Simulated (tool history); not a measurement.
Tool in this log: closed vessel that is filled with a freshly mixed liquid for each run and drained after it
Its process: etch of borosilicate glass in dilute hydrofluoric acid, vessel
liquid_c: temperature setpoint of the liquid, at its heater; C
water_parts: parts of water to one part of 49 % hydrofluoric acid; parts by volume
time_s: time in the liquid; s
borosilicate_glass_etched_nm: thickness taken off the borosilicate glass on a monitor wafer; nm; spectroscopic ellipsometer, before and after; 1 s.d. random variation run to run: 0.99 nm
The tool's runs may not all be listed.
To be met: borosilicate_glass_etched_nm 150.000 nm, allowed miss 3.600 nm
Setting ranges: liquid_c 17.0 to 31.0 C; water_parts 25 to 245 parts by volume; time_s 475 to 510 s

run 1 hour=0.0 | liquid_c=23.0 water_parts=135 time_s=475 | borosilicate_glass_etched_nm=59.253
run 2 hour=7.5 | liquid_c=23.0 water_parts=95 time_s=475 | borosilicate_glass_etched_nm=88.474
run 3 hour=9.7 | liquid_c=25.0 water_parts=90 time_s=475 | borosilicate_glass_etched_nm=101.410
run 4 hour=16.3 | liquid_c=25.0 water_parts=90 time_s=475 | borosilicate_glass_etched_nm=101.500
run 5 hour=22.3 | liquid_c=26.5 water_parts=85 time_s=475 | borosilicate_glass_etched_nm=114.720
run 6 hour=25.0 | liquid_c=26.5 water_parts=85 time_s=475 | borosilicate_glass_etched_nm=115.050
run 7 hour=33.0 | liquid_c=28.0 water_parts=85 time_s=475 | borosilicate_glass_etched_nm=121.850
run 8 hour=36.7 | liquid_c=29.0 water_parts=85 time_s=475 | borosilicate_glass_etched_nm=128.150
run 9 hour=43.0 | liquid_c=29.5 water_parts=85 time_s=475 | borosilicate_glass_etched_nm=128.980
run 10 hour=52.4 | liquid_c=30.0 water_parts=80 time_s=475 | borosilicate_glass_etched_nm=140.730
run 11 hour=60.9 | liquid_c=31.0 water_parts=75 time_s=475 | borosilicate_glass_etched_nm=155.650
run 12 hour=65.5 | liquid_c=30.5 water_parts=75 time_s=475 | borosilicate_glass_etched_nm=155.240

Consider the 4 candidate settings below. Which is the only one whose results all fall within their allowed miss of target?
run A hour=70.1 | liquid_c=29.5 water_parts=75 time_s=475 | borosilicate_glass_etched_nm=?
run B hour=70.1 | liquid_c=30.0 water_parts=80 time_s=480 | borosilicate_glass_etched_nm=?
run C hour=70.1 | liquid_c=30.0 water_parts=75 time_s=490 | borosilicate_glass_etched_nm=?
run D hour=70.1 | liquid_c=30.0 water_parts=80 time_s=475 | borosilicate_glass_etched_nm=?

move=A borosilicate_glass_etched_nm=149.680
move=B borosilicate_glass_etched_nm=143.360
move=C borosilicate_glass_etched_nm=157.380
move=D borosilicate_glass_etched_nm=141.860
A: every result lands within tolerance
B: pushes the last run's worst result past its target
C: moves away from the targets compared with the last run
D: pushes the last run's worst result past its target
Answer: A
